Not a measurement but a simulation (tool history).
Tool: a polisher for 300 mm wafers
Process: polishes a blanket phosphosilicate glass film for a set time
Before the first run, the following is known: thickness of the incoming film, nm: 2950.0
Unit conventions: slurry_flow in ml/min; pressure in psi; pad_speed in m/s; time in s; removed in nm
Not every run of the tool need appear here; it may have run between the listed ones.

| run | hour | slurry_flow | pressure | pad_speed | slurry_solids | time | removed |
|---|---|---|---|---|---|---|---|
| 1 | 0.0 | 175 | 4.2 | 1.08 | 1.0 | 105 | 1260.4 |
| 2 | 2.4 | 175 | 4.8 | 1.10 | 1.0 | 105 | 1493.4 |
| 3 | 3.1 | 175 | 4.8 | 1.10 | 0.9 | 105 | 1369.9 |
| 4 | 10.4 | 175 | 5.3 | 1.10 | 0.9 | 105 | 1462.5 |
| 5 | 11.4 | 205 | 5.3 | 1.10 | 0.9 | 105 | 1557.6 |
| 6 | 12.8 | 210 | 5.6 | 1.10 | 0.9 | 105 | 1654.2 |
| 7 | 19.1 | 215 | 5.8 | 1.10 | 0.9 | 105 | 1681.2 |
| 8 | 24.6 | 215 | 5.8 | 1.10 | 0.9 | 105 | 1678.4 |

Run 9 has not been measured yet. What should we expect?
| 9 | 26.5 | 215 | 6.1 | 1.10 | 0.9 | 105 | ? |

removed: 1749.4 nm

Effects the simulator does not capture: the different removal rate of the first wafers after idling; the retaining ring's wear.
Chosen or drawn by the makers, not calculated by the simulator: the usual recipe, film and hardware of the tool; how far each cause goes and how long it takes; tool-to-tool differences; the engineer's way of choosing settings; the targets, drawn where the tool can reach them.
